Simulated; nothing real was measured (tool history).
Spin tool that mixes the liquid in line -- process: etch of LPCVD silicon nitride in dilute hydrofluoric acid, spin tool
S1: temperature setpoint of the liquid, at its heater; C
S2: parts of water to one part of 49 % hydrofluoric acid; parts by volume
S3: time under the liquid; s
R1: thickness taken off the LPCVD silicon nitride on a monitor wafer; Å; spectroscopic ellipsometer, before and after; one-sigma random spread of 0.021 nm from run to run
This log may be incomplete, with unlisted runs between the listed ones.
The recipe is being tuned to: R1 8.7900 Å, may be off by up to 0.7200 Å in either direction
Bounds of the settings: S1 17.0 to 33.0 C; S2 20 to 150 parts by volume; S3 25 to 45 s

run	day	S1	S2	S3	R1
1	0.000	25.0	85	45	2.3682
2	0.046	27.0	70	45	3.3412
3	0.142	28.5	60	45	4.3261
4	0.275	29.5	55	45	4.9065
5	0.354	29.5	40	45	6.9348
6	0.467	29.5	40	45	6.8725
7	0.571	30.0	40	45	7.1979
8	0.879	30.5	40	45	7.4927
9	1.125	31.0	40	45	7.4410
10	1.350	31.5	40	45	7.5547

Consider the 4 candidate settings below. Which is the only one whose results all fall within their allowed miss of target?
A	1.575	33.0	25	25	?
B	1.575	31.5	45	45	?
C	1.575	33.0	30	45	?
D	1.575	26.0	25	45	?

move	R1
A	7.3078
B	6.7153
C	11.0140
D	8.3028
A: lands further from the targets than the last run did
B: lands further from the targets than the last run did
C: pushes the last run's worst result past its target
D: hits every target within its allowed miss
Correct choice: D, which meets every target
